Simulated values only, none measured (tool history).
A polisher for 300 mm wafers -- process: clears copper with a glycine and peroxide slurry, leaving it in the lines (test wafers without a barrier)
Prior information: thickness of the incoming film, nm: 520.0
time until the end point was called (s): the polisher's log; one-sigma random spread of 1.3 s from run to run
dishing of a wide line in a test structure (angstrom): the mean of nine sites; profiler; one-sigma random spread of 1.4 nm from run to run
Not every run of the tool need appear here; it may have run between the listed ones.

run	hour	flow of slurry (ml/min)	pressure of the wafer on the pad (kPa)	speed of the pad under the wafer (cm/s)	overpolish time after the end point (s)	time until the end point was called (s)	dishing of a wide line in a test structure (angstrom)
1	0.0	205	13.8	114	30	101.630	733.28
2	8.9	240	13.8	114	30	99.646	753.18
3	15.9	280	13.8	114	30	98.423	785.69
4	24.6	280	11.7	114	30	113.590	696.96
5	26.8	280	11.7	114	35	111.540	749.52
6	30.7	280	11.7	140	35	93.487	762.64
7	36.9	280	10.3	138	39	107.500	760.95

Run 8, settings as shown, results not yet in. Your forecast:
8	45.6	275	9.7	138	40	?	?

Run 8 yielded time until the end point was called (s) 112.080, dishing of a wide line in a test structure (angstrom) 730.80.
